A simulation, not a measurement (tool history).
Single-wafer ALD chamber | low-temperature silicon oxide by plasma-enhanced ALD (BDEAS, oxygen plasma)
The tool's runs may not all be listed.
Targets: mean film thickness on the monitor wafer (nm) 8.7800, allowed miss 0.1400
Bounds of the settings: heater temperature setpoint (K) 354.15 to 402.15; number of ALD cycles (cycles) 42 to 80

| run | hour | heater temperature setpoint (K) | number of ALD cycles (cycles) | mean film thickness on the monitor wafer (nm) |
|---|---|---|---|---|
| 1 | 0.0 | 378.15 | 61 | 7.9622 |
| 2 | 7.2 | 376.15 | 62 | 8.1639 |
| 3 | 11.1 | 374.15 | 63 | 8.2881 |
| 4 | 13.6 | 373.15 | 64 | 8.4338 |
| 5 | 17.2 | 373.15 | 60 | 7.9245 |
| 6 | 24.4 | 373.15 | 68 | 8.9725 |
| 7 | 25.7 | 373.15 | 68 | 8.9618 |
| 8 | 28.6 | 374.15 | 68 | 8.9440 |
| 9 | 29.6 | 375.15 | 68 | 8.9607 |

Which of these 5 next moves meets every target?
| A | 30.6 | 378.15 | 70 | ? |
| B | 30.6 | 385.15 | 72 | ? |
| C | 30.6 | 372.15 | 70 | ? |
| D | 30.6 | 381.15 | 67 | ? |
| E | 30.6 | 374.15 | 69 | ? |

| move | mean film thickness on the monitor wafer (nm) |
|---|---|
| A | 9.1973 |
| B | 9.3539 |
| C | 9.2904 |
| D | 8.7608 |
| E | 9.1240 |
A: further off than the last run
B: further off than the last run
C: further off than the last run
D: meets every target
E: further off than the last run
Answer: D
